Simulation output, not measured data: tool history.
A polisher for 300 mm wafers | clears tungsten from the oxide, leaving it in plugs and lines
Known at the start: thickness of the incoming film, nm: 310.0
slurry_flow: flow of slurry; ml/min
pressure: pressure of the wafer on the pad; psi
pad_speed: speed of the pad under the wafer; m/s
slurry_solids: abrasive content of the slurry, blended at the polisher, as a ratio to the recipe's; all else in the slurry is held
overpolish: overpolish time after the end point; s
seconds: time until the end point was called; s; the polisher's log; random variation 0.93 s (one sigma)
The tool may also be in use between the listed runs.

| run | hour | slurry_flow | pressure | pad_speed | slurry_solids | overpolish | seconds |
|---|---|---|---|---|---|---|---|
| 1 | 0 | 225 | 2.7 | 1.16 | 1 | 3 | 74.646 |
| 2 | 2.1 | 225 | 2.6 | 1.16 | 1 | 3 | 77.248 |
| 3 | 2.8 | 225 | 2.5 | 1.16 | 1 | 3 | 78.809 |
| 4 | 11.5 | 225 | 2.5 | 1.16 | 0.8 | 3 | 83.121 |
| 5 | 17.8 | 225 | 2.5 | 0.9 | 0.8 | 3 | 104.31 |
| 6 | 19.1 | 225 | 2.5 | 0.64 | 0.8 | 3 | 138.15 |

The next listed run, before its measurement:
| 7 | 20.4 | 225 | 2.5 | 0.64 | 0.8 | 3 | ? |

seconds: 134.08 s
